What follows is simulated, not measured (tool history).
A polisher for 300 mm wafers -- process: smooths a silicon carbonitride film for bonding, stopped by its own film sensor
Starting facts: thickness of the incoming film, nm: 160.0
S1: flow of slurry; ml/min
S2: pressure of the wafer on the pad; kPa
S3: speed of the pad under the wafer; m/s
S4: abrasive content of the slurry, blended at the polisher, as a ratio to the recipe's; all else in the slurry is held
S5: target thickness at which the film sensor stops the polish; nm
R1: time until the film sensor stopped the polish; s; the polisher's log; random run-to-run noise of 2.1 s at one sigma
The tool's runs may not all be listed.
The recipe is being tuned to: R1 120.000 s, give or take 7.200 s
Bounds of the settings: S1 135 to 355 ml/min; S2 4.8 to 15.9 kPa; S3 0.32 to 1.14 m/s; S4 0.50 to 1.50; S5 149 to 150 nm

run 1 hour=0.0 | S1=225 S2=10.3 S3=0.72 S4=1.00 S5=149 | R1=70.696
run 2 hour=2.6 | S1=225 S2=9.0 S3=0.70 S4=1.00 S5=149 | R1=79.213
run 3 hour=5.8 | S1=225 S2=9.7 S3=0.70 S4=1.00 S5=149 | R1=72.844
run 4 hour=11.0 | S1=225 S2=9.7 S3=0.70 S4=1.00 S5=150 | R1=68.438
run 5 hour=14.4 | S1=225 S2=9.7 S3=0.82 S4=1.00 S5=150 | R1=58.363
run 6 hour=15.7 | S1=225 S2=9.7 S3=0.82 S4=1.20 S5=150 | R1=55.385
run 7 hour=17.1 | S1=225 S2=8.3 S3=0.74 S4=1.20 S5=150 | R1=70.288
run 8 hour=24.7 | S1=225 S2=7.6 S3=0.70 S4=1.20 S5=150 | R1=75.211
run 9 hour=30.2 | S1=225 S2=6.9 S3=0.64 S4=1.20 S5=150 | R1=92.985

Next run, 5 choices. One meets every target within its allowed miss, the rest don't. Which?
run A hour=35.7 | S1=220 S2=6.2 S3=0.46 S4=1.20 S5=149 | R1=?
run B hour=35.7 | S1=220 S2=7.6 S3=0.60 S4=1.10 S5=149 | R1=?
run C hour=35.7 | S1=135 S2=6.2 S3=0.54 S4=1.25 S5=149 | R1=?
run D hour=35.7 | S1=165 S2=8.3 S3=0.56 S4=1.30 S5=150 | R1=?
run E hour=35.7 | S1=230 S2=5.5 S3=0.62 S4=1.20 S5=149 | R1=?

move=A R1=143.830
move=B R1=101.290
move=C R1=133.710
move=D R1=89.274
move=E R1=123.760
A: the result that was furthest off in the last run now lies on the other side of its target
B: moves toward the targets from the last run without getting all of them in spec
C: the result that was furthest off in the last run now lies on the other side of its target
D: moves away from the targets compared with the last run
E: every result within its allowed miss
Correct choice: E, which meets every target

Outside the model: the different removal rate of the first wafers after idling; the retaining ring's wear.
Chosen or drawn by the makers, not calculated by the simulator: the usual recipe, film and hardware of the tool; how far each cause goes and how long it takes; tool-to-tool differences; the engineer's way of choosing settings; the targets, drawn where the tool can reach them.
